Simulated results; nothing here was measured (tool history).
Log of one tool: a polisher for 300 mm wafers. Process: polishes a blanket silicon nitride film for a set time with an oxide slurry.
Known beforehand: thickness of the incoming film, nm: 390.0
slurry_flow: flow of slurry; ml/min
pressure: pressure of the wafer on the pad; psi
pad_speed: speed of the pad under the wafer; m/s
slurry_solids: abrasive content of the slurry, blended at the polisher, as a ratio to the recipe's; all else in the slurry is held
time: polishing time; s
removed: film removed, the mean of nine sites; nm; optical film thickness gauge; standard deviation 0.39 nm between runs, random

run 1 hour=0 | slurry_flow=320 pressure=3.4 pad_speed=1.28 slurry_solids=1 time=54 | removed=33.112
run 2 hour=4.2 | slurry_flow=320 pressure=3.6 pad_speed=1.28 slurry_solids=1 time=54 | removed=34.536
run 3 hour=9.6 | slurry_flow=320 pressure=3.6 pad_speed=1.28 slurry_solids=1 time=57 | removed=36.138
run 4 hour=18.7 | slurry_flow=320 pressure=3.6 pad_speed=1.28 slurry_solids=1.1 time=57 | removed=38.38
run 5 hour=20.5 | slurry_flow=320 pressure=3.6 pad_speed=1.28 slurry_solids=1.1 time=54 | removed=37.378
run 6 hour=29.3 | slurry_flow=320 pressure=3.8 pad_speed=1.28 slurry_solids=1.1 time=54 | removed=38.234
run 7 hour=37.3 | slurry_flow=320 pressure=4 pad_speed=1.28 slurry_solids=1.1 time=54 | removed=41.294

Run 8, settings as shown, results not yet in. Your forecast:
run 8 hour=41.8 | slurry_flow=320 pressure=4.1 pad_speed=1.28 slurry_solids=1.1 time=54 | removed=?

Logged for run 8: removed 41.993 nm.
